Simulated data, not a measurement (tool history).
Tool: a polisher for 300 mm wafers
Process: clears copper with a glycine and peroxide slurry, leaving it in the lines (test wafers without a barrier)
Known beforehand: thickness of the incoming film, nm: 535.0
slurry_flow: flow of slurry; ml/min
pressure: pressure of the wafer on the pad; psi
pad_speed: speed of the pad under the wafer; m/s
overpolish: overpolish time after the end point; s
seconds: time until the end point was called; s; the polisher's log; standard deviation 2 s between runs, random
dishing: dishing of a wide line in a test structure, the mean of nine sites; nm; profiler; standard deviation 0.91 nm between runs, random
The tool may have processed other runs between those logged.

{"run": 1, "hour": 0.0, "slurry_flow": 245, "pressure": 2.7, "pad_speed": 0.82, "overpolish": 14, "seconds": 126.92, "dishing": 31.173}
{"run": 2, "hour": 1.6, "slurry_flow": 245, "pressure": 2.6, "pad_speed": 0.82, "overpolish": 15, "seconds": 126.08, "dishing": 33.002}
{"run": 3, "hour": 10.1, "slurry_flow": 245, "pressure": 2.5, "pad_speed": 0.82, "overpolish": 16, "seconds": 130.65, "dishing": 35.287}
{"run": 4, "hour": 16.0, "slurry_flow": 245, "pressure": 2.5, "pad_speed": 0.74, "overpolish": 16, "seconds": 139.08, "dishing": 33.673}
{"run": 5, "hour": 23.9, "slurry_flow": 245, "pressure": 2.9, "pad_speed": 0.74, "overpolish": 16, "seconds": 130.94, "dishing": 33.019}
{"run": 6, "hour": 27.4, "slurry_flow": 245, "pressure": 3.4, "pad_speed": 0.74, "overpolish": 16, "seconds": 124.2, "dishing": 36.77}
{"run": 7, "hour": 34.0, "slurry_flow": 245, "pressure": 3.2, "pad_speed": 0.72, "overpolish": 17, "seconds": 130.59, "dishing": 37.728}

What does the tool deliver on the next run?
{"run": 8, "hour": 36.1, "slurry_flow": 245, "pressure": 2.5, "pad_speed": 0.68, "overpolish": 19, "seconds": "?", "dishing": "?"}

Run 8 measured seconds 150.67 s, dishing 35.604 nm.

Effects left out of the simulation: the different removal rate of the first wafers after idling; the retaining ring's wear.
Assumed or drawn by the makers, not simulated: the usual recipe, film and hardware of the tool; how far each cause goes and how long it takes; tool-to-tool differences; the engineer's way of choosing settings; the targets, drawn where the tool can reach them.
